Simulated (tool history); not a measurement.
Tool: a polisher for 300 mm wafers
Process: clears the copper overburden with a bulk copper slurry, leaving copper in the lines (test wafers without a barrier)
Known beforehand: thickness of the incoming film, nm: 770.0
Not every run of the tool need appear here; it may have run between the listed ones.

run	hour	flow of slurry (ml/min)	pressure of the wafer on the pad (kPa)	speed of the pad under the wafer (cm/s)	abrasive content of the slurry	overpolish time after the end point (s)	time until the end point was called (s)	dishing of a wide line in a test structure (angstrom)
1	0	170	15.2	138	1	9	89.676	350.08
2	8	160	13.1	138	1	11	106.38	355.6
3	16.8	150	13.1	138	1	11	106.42	357.42
4	22.2	150	10.3	138	1	11	136.17	313.96
5	29	150	10.3	138	1.2	11	131.75	323.23
6	37.6	155	10.3	138	1.2	11	130.45	318.87
7	41.6	160	10.3	138	1.2	11	128.46	324.95
8	50.6	165	10.3	138	1.2	11	127.61	329

What does the tool deliver on the next run?
9	51.2	170	10.3	138	1.2	11	?	?

time until the end point was called (s): 128.35
dishing of a wide line in a test structure (angstrom): 315.54

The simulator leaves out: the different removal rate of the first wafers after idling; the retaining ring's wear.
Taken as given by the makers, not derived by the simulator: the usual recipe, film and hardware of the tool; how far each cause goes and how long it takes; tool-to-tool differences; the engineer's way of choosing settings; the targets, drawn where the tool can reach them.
